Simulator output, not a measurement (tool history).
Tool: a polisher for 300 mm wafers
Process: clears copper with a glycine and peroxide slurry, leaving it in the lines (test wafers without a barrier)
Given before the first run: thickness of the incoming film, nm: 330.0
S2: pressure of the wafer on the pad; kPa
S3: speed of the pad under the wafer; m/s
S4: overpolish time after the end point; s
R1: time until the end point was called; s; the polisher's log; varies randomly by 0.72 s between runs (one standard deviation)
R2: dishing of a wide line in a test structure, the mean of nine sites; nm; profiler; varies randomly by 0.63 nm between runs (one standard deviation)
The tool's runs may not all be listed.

{"run": 1, "hour": 0.0, "flow of slurry (ml/min)": 185, "S2": 14.5, "S3": 0.84, "S4": 21, "R1": 101.37, "R2": 48.766}
{"run": 2, "hour": 6.3, "flow of slurry (ml/min)": 225, "S2": 14.5, "S3": 0.84, "S4": 21, "R1": 97.965, "R2": 50.687}
{"run": 3, "hour": 12.2, "flow of slurry (ml/min)": 255, "S2": 14.5, "S3": 0.84, "S4": 21, "R1": 97.36, "R2": 52.128}
{"run": 4, "hour": 15.0, "flow of slurry (ml/min)": 210, "S2": 14.5, "S3": 0.84, "S4": 21, "R1": 97.523, "R2": 49.272}
{"run": 5, "hour": 20.6, "flow of slurry (ml/min)": 210, "S2": 14.5, "S3": 0.96, "S4": 21, "R1": 89.019, "R2": 54.769}
{"run": 6, "hour": 28.7, "flow of slurry (ml/min)": 210, "S2": 16.5, "S3": 0.96, "S4": 21, "R1": 79.157, "R2": 59.971}
{"run": 7, "hour": 37.4, "flow of slurry (ml/min)": 210, "S2": 16.5, "S3": 0.96, "S4": 19, "R1": 79.439, "R2": 54.921}
{"run": 8, "hour": 44.1, "flow of slurry (ml/min)": 210, "S2": 16.5, "S3": 0.96, "S4": 18, "R1": 78.884, "R2": 53.284}

Run 9 comes next. What will it give?
{"run": 9, "hour": 48.6, "flow of slurry (ml/min)": 210, "S2": 16.5, "S3": 0.96, "S4": 17, "R1": "?", "R2": "?"}

Run 9 yielded R1 79.751 s, R2 52.667 nm.
